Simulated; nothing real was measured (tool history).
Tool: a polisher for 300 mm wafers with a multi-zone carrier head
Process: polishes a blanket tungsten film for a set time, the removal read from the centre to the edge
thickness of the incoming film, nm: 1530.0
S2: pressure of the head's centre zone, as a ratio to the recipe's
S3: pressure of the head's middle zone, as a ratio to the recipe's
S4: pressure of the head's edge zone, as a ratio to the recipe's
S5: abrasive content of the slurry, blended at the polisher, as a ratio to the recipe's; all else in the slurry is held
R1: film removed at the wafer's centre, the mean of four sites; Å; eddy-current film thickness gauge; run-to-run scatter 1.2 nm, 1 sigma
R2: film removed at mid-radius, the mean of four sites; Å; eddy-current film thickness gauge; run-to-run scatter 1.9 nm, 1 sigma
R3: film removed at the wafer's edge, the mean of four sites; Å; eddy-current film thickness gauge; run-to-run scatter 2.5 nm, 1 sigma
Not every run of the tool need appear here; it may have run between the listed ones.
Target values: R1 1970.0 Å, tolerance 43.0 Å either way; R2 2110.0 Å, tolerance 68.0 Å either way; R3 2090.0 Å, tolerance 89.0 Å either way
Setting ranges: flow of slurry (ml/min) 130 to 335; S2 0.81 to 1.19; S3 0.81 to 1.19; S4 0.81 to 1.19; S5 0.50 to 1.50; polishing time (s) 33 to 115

run 1 hour=0.0 | flow_of_slurry_(ml/min)=215 S2=1.00 S3=1.00 S4=1.00 S5=1.00 polishing_time_(s)=73 | R1=2347.6 R2=2363.0 R3=2345.8
run 2 hour=1.2 | flow_of_slurry_(ml/min)=210 S2=0.99 S3=0.99 S4=0.98 S5=1.00 polishing_time_(s)=73 | R1=2332.2 R2=2343.2 R3=2277.6
run 3 hour=9.9 | flow_of_slurry_(ml/min)=205 S2=0.97 S3=0.98 S4=0.98 S5=1.00 polishing_time_(s)=73 | R1=2252.8 R2=2298.5 R3=2315.0
run 4 hour=16.4 | flow_of_slurry_(ml/min)=205 S2=1.03 S3=0.98 S4=0.98 S5=1.00 polishing_time_(s)=73 | R1=2403.2 R2=2297.2 R3=2323.7
run 5 hour=25.2 | flow_of_slurry_(ml/min)=245 S2=1.03 S3=0.98 S4=0.98 S5=1.00 polishing_time_(s)=73 | R1=2469.4 R2=2398.4 R3=2359.1
run 6 hour=31.5 | flow_of_slurry_(ml/min)=245 S2=1.03 S3=0.98 S4=0.91 S5=1.00 polishing_time_(s)=73 | R1=2469.5 R2=2366.8 R3=2249.5
run 7 hour=36.4 | flow_of_slurry_(ml/min)=235 S2=1.01 S3=0.97 S4=0.91 S5=1.00 polishing_time_(s)=73 | R1=2407.3 R2=2330.0 R3=2252.3
run 8 hour=41.9 | flow_of_slurry_(ml/min)=175 S2=0.91 S3=0.92 S4=0.83 S5=0.85 polishing_time_(s)=73 | R1=1935.6 R2=2059.6 R3=1956.1
run 9 hour=48.0 | flow_of_slurry_(ml/min)=175 S2=0.91 S3=0.92 S4=0.83 S5=0.85 polishing_time_(s)=73 | R1=1947.7 R2=2071.8 R3=2016.7
run 10 hour=56.6 | flow_of_slurry_(ml/min)=175 S2=0.91 S3=0.92 S4=0.84 S5=0.85 polishing_time_(s)=73 | R1=1945.5 R2=2065.5 R3=1966.5
run 11 hour=62.6 | flow_of_slurry_(ml/min)=180 S2=0.87 S3=0.89 S4=0.89 S5=1.05 polishing_time_(s)=74 | R1=2068.6 R2=2204.6 R3=2274.9
run 12 hour=70.1 | flow_of_slurry_(ml/min)=175 S2=0.87 S3=0.89 S4=0.88 S5=1.05 polishing_time_(s)=74 | R1=2044.9 R2=2241.9 R3=2221.1
run 13 hour=76.0 | flow_of_slurry_(ml/min)=170 S2=0.87 S3=0.88 S4=0.87 S5=1.05 polishing_time_(s)=74 | R1=2029.3 R2=2162.9 R3=2163.8
run 14 hour=82.8 | flow_of_slurry_(ml/min)=165 S2=0.87 S3=0.88 S4=0.87 S5=1.05 polishing_time_(s)=74 | R1=2014.5 R2=2163.8 R3=2210.8
run 15 hour=90.7 | flow_of_slurry_(ml/min)=165 S2=0.87 S3=0.88 S4=0.86 S5=1.05 polishing_time_(s)=74 | R1=2022.2 R2=2138.4 R3=2188.7
run 16 hour=92.3 | flow_of_slurry_(ml/min)=165 S2=0.87 S3=0.88 S4=0.85 S5=1.05 polishing_time_(s)=74 | R1=2005.7 R2=2160.2 R3=2175.1
run 17 hour=98.8 | flow_of_slurry_(ml/min)=165 S2=0.87 S3=0.88 S4=0.84 S5=1.05 polishing_time_(s)=74 | R1=2016.9 R2=2167.4 R3=2173.8

Which of these 5 next moves meets every target?
run A hour=105.3 | flow_of_slurry_(ml/min)=135 S2=0.91 S3=0.94 S4=0.88 S5=1.05 polishing_time_(s)=72 | R1=? R2=? R3=?
run B hour=105.3 | flow_of_slurry_(ml/min)=180 S2=0.83 S3=0.97 S4=0.81 S5=1.40 polishing_time_(s)=66 | R1=? R2=? R3=?
run C hour=105.3 | flow_of_slurry_(ml/min)=155 S2=0.89 S3=0.94 S4=0.81 S5=1.10 polishing_time_(s)=73 | R1=? R2=? R3=?
run D hour=105.3 | flow_of_slurry_(ml/min)=160 S2=0.85 S3=0.96 S4=0.93 S5=0.70 polishing_time_(s)=87 | R1=? R2=? R3=?
run E hour=105.3 | flow_of_slurry_(ml/min)=135 S2=0.87 S3=0.81 S4=0.91 S5=1.15 polishing_time_(s)=78 | R1=? R2=? R3=?

move=A R1=1969.7 R2=2112.5 R3=2117.6
move=B R1=1921.5 R2=2291.0 R3=2138.1
move=C R1=2045.2 R2=2235.9 R3=2143.3
move=D R1=1974.9 R2=2289.2 R3=2301.4
move=E R1=2102.7 R2=2162.6 R3=2406.7
A: each result inside its tolerance
B: the result that was furthest off in the last run now lies on the other side of its target
C: moves away from the targets compared with the last run
D: corrects the largest miss of the last run, while another result sits out of spec
E: moves away from the targets compared with the last run
Answer: A
